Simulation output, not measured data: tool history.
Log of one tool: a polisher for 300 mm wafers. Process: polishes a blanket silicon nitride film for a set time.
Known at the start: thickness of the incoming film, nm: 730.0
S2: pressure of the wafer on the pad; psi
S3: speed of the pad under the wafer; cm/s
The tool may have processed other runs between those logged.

run 1 hour=0 | flow_of_slurry_(ml/min)=245 S2=2.5 S3=92 polishing_time_(s)=85 | film_removed_(angstrom)=839.01
run 2 hour=4.8 | flow_of_slurry_(ml/min)=245 S2=2.5 S3=114 polishing_time_(s)=85 | film_removed_(angstrom)=957.03
run 3 hour=13.2 | flow_of_slurry_(ml/min)=200 S2=2.5 S3=114 polishing_time_(s)=85 | film_removed_(angstrom)=964.18
run 4 hour=18.6 | flow_of_slurry_(ml/min)=200 S2=2.5 S3=132 polishing_time_(s)=85 | film_removed_(angstrom)=1052.2
run 5 hour=24.2 | flow_of_slurry_(ml/min)=200 S2=2.5 S3=144 polishing_time_(s)=85 | film_removed_(angstrom)=1123.3
run 6 hour=32.6 | flow_of_slurry_(ml/min)=175 S2=2.5 S3=144 polishing_time_(s)=85 | film_removed_(angstrom)=1111.6
run 7 hour=35.6 | flow_of_slurry_(ml/min)=175 S2=1.8 S3=138 polishing_time_(s)=85 | film_removed_(angstrom)=775.02

The next listed run, before its measurement:
run 8 hour=39.3 | flow_of_slurry_(ml/min)=175 S2=1.7 S3=138 polishing_time_(s)=85 | film_removed_(angstrom)=?

Run 8 gave film removed (angstrom) 725.98.

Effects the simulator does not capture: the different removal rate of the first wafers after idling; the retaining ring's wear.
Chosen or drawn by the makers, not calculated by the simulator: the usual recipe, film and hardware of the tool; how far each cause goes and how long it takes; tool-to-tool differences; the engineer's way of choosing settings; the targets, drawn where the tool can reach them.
